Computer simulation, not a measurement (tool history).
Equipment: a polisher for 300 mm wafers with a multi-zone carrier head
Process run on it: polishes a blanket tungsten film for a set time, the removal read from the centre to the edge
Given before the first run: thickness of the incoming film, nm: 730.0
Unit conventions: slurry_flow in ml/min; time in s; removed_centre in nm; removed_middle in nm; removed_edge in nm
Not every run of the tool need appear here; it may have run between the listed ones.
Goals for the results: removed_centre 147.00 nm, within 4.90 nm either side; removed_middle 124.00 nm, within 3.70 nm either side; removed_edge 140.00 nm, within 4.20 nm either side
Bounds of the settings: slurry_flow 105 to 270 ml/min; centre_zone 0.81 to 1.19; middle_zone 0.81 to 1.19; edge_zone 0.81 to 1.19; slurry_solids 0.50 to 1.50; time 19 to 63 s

{"run": 1, "hour": 0.0, "slurry_flow": 175, "centre_zone": 1.0, "middle_zone": 1.0, "edge_zone": 1.0, "slurry_solids": 1.0, "time": 41, "removed_centre": 203.36, "removed_middle": 182.72, "removed_edge": 183.06}
{"run": 2, "hour": 7.5, "slurry_flow": 215, "centre_zone": 1.0, "middle_zone": 1.0, "edge_zone": 1.0, "slurry_solids": 1.0, "time": 41, "removed_centre": 208.29, "removed_middle": 186.45, "removed_edge": 184.34}
{"run": 3, "hour": 10.7, "slurry_flow": 215, "centre_zone": 1.0, "middle_zone": 1.03, "edge_zone": 1.0, "slurry_solids": 1.0, "time": 41, "removed_centre": 206.47, "removed_middle": 195.27, "removed_edge": 190.6}
{"run": 4, "hour": 16.8, "slurry_flow": 215, "centre_zone": 0.97, "middle_zone": 1.03, "edge_zone": 1.0, "slurry_solids": 1.0, "time": 41, "removed_centre": 205.18, "removed_middle": 193.46, "removed_edge": 189.35}
{"hour": 17.6, "done": "centre zone pressure recalibrated"}
{"run": 5, "hour": 17.6, "slurry_flow": 200, "centre_zone": 0.93, "middle_zone": 0.98, "edge_zone": 0.99, "slurry_solids": 0.85, "time": 40, "removed_centre": 173.81, "removed_middle": 172.32, "removed_edge": 175.31}
{"run": 6, "hour": 19.9, "slurry_flow": 190, "centre_zone": 0.95, "middle_zone": 0.94, "edge_zone": 0.97, "slurry_solids": 0.75, "time": 39, "removed_centre": 164.35, "removed_middle": 161.12, "removed_edge": 165.42}
{"run": 7, "hour": 20.8, "slurry_flow": 180, "centre_zone": 0.98, "middle_zone": 0.91, "edge_zone": 0.98, "slurry_solids": 0.7, "time": 38, "removed_centre": 161.56, "removed_middle": 146.68, "removed_edge": 159.84}
{"run": 8, "hour": 28.7, "slurry_flow": 170, "centre_zone": 0.99, "middle_zone": 0.89, "edge_zone": 0.95, "slurry_solids": 0.65, "time": 38, "removed_centre": 160.57, "removed_middle": 142.17, "removed_edge": 155.31}
{"run": 9, "hour": 37.6, "slurry_flow": 160, "centre_zone": 0.99, "middle_zone": 0.87, "edge_zone": 0.93, "slurry_solids": 0.6, "time": 38, "removed_centre": 157.89, "removed_middle": 135.25, "removed_edge": 149.03}
{"run": 10, "hour": 42.7, "slurry_flow": 160, "centre_zone": 0.99, "middle_zone": 0.87, "edge_zone": 0.93, "slurry_solids": 0.6, "time": 38, "removed_centre": 154.68, "removed_middle": 133.4, "removed_edge": 150.61}
{"run": 11, "hour": 48.5, "slurry_flow": 150, "centre_zone": 0.99, "middle_zone": 0.87, "edge_zone": 0.91, "slurry_solids": 0.6, "time": 38, "removed_centre": 155.32, "removed_middle": 132.4, "removed_edge": 145.86}
{"run": 12, "hour": 51.7, "slurry_flow": 115, "centre_zone": 0.96, "middle_zone": 0.83, "edge_zone": 0.9, "slurry_solids": 0.55, "time": 38, "removed_centre": 138.12, "removed_middle": 119.67, "removed_edge": 138.18}

Which single option among these 5 for the next run brings every result within its allowed miss of target? Just one does.
{"run": "A", "hour": 54.9, "slurry_flow": 105, "centre_zone": 1.05, "middle_zone": 0.81, "edge_zone": 0.98, "slurry_solids": 0.5, "time": 39, "removed_centre": "?", "removed_middle": "?", "removed_edge": "?"}
{"run": "B", "hour": 54.9, "slurry_flow": 120, "centre_zone": 1.0, "middle_zone": 0.93, "edge_zone": 1.02, "slurry_solids": 0.6, "time": 35, "removed_centre": "?", "removed_middle": "?", "removed_edge": "?"}
{"run": "C", "hour": 54.9, "slurry_flow": 115, "centre_zone": 0.99, "middle_zone": 0.83, "edge_zone": 0.86, "slurry_solids": 0.75, "time": 38, "removed_centre": "?", "removed_middle": "?", "removed_edge": "?"}
{"run": "D", "hour": 54.9, "slurry_flow": 105, "centre_zone": 0.94, "middle_zone": 0.9, "edge_zone": 0.89, "slurry_solids": 0.65, "time": 39, "removed_centre": "?", "removed_middle": "?", "removed_edge": "?"}
{"run": "E", "hour": 54.9, "slurry_flow": 105, "centre_zone": 0.89, "middle_zone": 0.87, "edge_zone": 0.91, "slurry_solids": 0.7, "time": 37, "removed_centre": "?", "removed_middle": "?", "removed_edge": "?"}

move=A removed_centre=146.50 removed_middle=112.92 removed_edge=140.69
move=B removed_centre=135.02 removed_middle=121.67 removed_edge=135.87
move=C removed_centre=148.22 removed_middle=123.16 removed_edge=140.18
move=D removed_centre=136.46 removed_middle=128.25 removed_edge=139.81
move=E removed_centre=123.98 removed_middle=119.76 removed_edge=135.67
A: brings the last run's worst result on target, with another outside its allowed miss
B: lands further from the targets than the last run did
C: hits every target within its allowed miss
D: lands further from the targets than the last run did
E: lands further from the targets than the last run did
Go with C: it meets all targets.
